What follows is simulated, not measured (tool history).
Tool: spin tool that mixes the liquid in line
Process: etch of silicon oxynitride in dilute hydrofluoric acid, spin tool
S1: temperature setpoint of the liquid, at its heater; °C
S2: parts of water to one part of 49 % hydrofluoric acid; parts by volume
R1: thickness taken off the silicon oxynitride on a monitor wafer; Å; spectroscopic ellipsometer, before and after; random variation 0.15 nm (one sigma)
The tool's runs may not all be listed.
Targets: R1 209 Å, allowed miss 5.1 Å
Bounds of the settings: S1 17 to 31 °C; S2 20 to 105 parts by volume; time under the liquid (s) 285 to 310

{"run": 1, "hour": 0.0, "S1": 23, "S2": 55, "time under the liquid (s)": 285, "R1": 145.96}
{"run": 2, "hour": 1.3, "S1": 23, "S2": 55, "time under the liquid (s)": 310, "R1": 159.96}
{"run": 3, "hour": 2.7, "S1": 25.5, "S2": 55, "time under the liquid (s)": 310, "R1": 178.16}
{"run": 4, "hour": 6.7, "S1": 24, "S2": 55, "time under the liquid (s)": 310, "R1": 165.83}
{"run": 5, "hour": 10.3, "S1": 24, "S2": 55, "time under the liquid (s)": 310, "R1": 167.91}
{"run": 6, "hour": 17.0, "S1": 25, "S2": 55, "time under the liquid (s)": 310, "R1": 177.21}
{"run": 7, "hour": 21.5, "S1": 25.5, "S2": 55, "time under the liquid (s)": 310, "R1": 179.41}
{"run": 8, "hour": 27.4, "S1": 26, "S2": 55, "time under the liquid (s)": 310, "R1": 184.57}
{"run": 9, "hour": 33.2, "S1": 26.5, "S2": 55, "time under the liquid (s)": 310, "R1": 188.02}
{"run": 10, "hour": 36.3, "S1": 27, "S2": 55, "time under the liquid (s)": 310, "R1": 192.41}

Which of these 5 next moves meets every target?
{"run": "A", "hour": 39.4, "S1": 29, "S2": 60, "time under the liquid (s)": 300, "R1": "?"}
{"run": "B", "hour": 39.4, "S1": 29.5, "S2": 60, "time under the liquid (s)": 300, "R1": "?"}
{"run": "C", "hour": 39.4, "S1": 26.5, "S2": 50, "time under the liquid (s)": 295, "R1": "?"}
{"run": "D", "hour": 39.4, "S1": 29, "S2": 60, "time under the liquid (s)": 310, "R1": "?"}
{"run": "E", "hour": 39.4, "S1": 26.5, "S2": 50, "time under the liquid (s)": 310, "R1": "?"}

move=A R1=189.94
move=B R1=194.41
move=C R1=201.09
move=D R1=196.27
move=E R1=211.32
A: further off than the last run
B: nearer than the last run, and not there yet
C: nearer than the last run, and not there yet
D: nearer than the last run, and not there yet
E: meets every target
The right move is E.
